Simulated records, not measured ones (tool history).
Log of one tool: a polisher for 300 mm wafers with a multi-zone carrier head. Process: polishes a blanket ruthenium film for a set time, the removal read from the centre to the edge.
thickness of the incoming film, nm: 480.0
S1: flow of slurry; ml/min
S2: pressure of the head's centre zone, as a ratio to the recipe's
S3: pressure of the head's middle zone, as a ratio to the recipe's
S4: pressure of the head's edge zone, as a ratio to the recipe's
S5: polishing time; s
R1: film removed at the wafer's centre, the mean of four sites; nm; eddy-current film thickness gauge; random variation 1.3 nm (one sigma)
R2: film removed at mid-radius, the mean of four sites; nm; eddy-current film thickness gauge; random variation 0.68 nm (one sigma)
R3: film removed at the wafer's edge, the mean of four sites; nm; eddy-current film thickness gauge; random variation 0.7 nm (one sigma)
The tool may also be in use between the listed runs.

run  hour   S1    S2    S3    S4  S5       R1      R2       R3
  1   0.0  205  1.00  1.00  1.00  69   84.781  86.336   88.122
  2   2.8  220  1.04  1.00  1.04  71   93.017  90.353   92.058
  3   5.9  220  1.04  1.00  1.09  71   92.921  90.256   94.276
  4  13.5  220  1.12  1.00  1.09  71  101.670  89.044   94.295
  5  16.5  195  1.12  1.00  1.09  71   98.193  88.517   93.311
  6  24.3  195  1.16  1.00  1.09  71  102.190  88.733   92.660
  7  25.7  210  1.15  1.00  1.12  72  104.670  90.591   96.467
  8  30.7  225  1.15  1.00  1.14  73  106.250  93.742   99.338
     34.9  -- slurry nozzle cleaned
  9  34.9  225  1.15  1.00  1.14  73  114.890  97.776  103.070
 10  38.1  225  1.14  0.99  1.15  73  112.250  98.535  103.930
 11  38.6  225  1.13  0.97  1.15  73  112.660  96.797  106.060
 12  46.5  230  1.13  0.97  1.15  73  112.380  96.397  105.130

Forecast run 13:
 13  54.4  235  1.13  0.97  1.15  73   ?   ?   ?

Run 13 gave R1 111.840 nm, R2 96.497 nm, R3 104.580 nm.
